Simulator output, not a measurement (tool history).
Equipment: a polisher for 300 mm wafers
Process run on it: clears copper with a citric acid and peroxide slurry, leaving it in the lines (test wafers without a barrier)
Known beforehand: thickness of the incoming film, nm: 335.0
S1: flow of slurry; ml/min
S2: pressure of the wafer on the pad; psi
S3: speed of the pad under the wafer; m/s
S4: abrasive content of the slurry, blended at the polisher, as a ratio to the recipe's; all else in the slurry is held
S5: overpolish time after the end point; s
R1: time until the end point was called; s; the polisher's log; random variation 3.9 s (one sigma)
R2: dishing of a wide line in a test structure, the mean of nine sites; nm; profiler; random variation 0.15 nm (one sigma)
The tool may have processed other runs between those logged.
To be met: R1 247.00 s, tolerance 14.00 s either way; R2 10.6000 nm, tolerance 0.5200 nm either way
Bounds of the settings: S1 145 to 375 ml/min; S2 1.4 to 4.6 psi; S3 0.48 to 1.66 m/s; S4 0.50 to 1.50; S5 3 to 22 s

run,hour,S1,S2,S3,S4,S5,R1,R2
1,0.0,240,3.0,1.06,1.00,11,161.49,16.1250
2,5.0,215,3.0,1.06,1.00,11,158.30,16.1570
3,12.2,215,2.7,1.06,1.00,11,171.30,14.3860
4,13.4,215,2.7,0.94,1.00,11,202.90,12.8120
5,16.5,215,2.6,0.94,1.00,11,209.93,12.4420
6,18.9,215,2.6,0.94,1.00,6,201.97,6.9699
# hour 23.6: slurry blender recalibrated
7,23.6,215,2.5,0.92,1.00,7,211.78,7.7474
8,31.9,215,2.4,0.90,1.00,8,225.26,8.6083
9,38.2,225,2.3,0.90,1.00,8,235.56,8.2179
10,39.8,240,2.3,0.90,1.00,8,228.89,8.1884
11,42.7,185,2.2,0.90,1.00,12,252.18,11.2070
12,44.5,180,2.2,0.90,1.00,12,257.74,11.2710

Which single option among these 5 for the next run brings every result within its allowed miss of target? Just one does.
A,46.3,175,2.2,0.76,1.10,13,?,?
B,46.3,230,2.4,0.70,0.95,14,?,?
C,46.3,215,2.1,0.88,0.90,14,?,?
D,46.3,165,2.3,0.76,0.95,15,?,?
E,46.3,180,2.1,0.98,1.00,11,?,?

move,R1,R2
A,289.92,10.3460
B,283.48,11.3710
C,263.46,12.1610
D,287.61,11.9700
E,240.34,10.5400
A: the furthest-off result lands on target, but another misses its tolerance
B: further off than the last run
C: further off than the last run
D: further off than the last run
E: every result lands within tolerance
Go with E: it meets all targets.
